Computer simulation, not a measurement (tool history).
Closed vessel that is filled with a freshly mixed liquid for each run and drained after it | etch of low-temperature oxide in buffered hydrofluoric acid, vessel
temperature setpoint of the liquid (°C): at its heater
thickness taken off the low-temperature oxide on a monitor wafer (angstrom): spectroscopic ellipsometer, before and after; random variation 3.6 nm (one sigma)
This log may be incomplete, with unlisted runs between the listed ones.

| run | day | temperature setpoint of the liquid (°C) | parts of 40 % ammonium fluoride to one part of 49 % hydrofluoric acid (parts by volume) | time in the liquid (s) | thickness taken off the low-temperature oxide on a monitor wafer (angstrom) |
|---|---|---|---|---|---|
| 1 | 0 | 22 | 10.5 | 90 | 2726.6 |
| 2 | 0.292 | 23.5 | 10 | 90 | 3028.4 |
| 3 | 0.629 | 20 | 10 | 90 | 2493.5 |
| 4 | 0.862 | 20 | 7.5 | 90 | 3253.1 |
| 5 | 1.162 | 21.5 | 7.5 | 90 | 3545.4 |
| 6 | 1.492 | 21.5 | 5.5 | 90 | 4730.9 |
| 7 | 1.675 | 22 | 5.5 | 90 | 4833.8 |

What will run 8 give?
| 8 | 1.954 | 22.5 | 5.5 | 90 | ? |

{"run 8": {"thickness taken off the low-temperature oxide on a monitor wafer (angstrom)": 4996.7}}
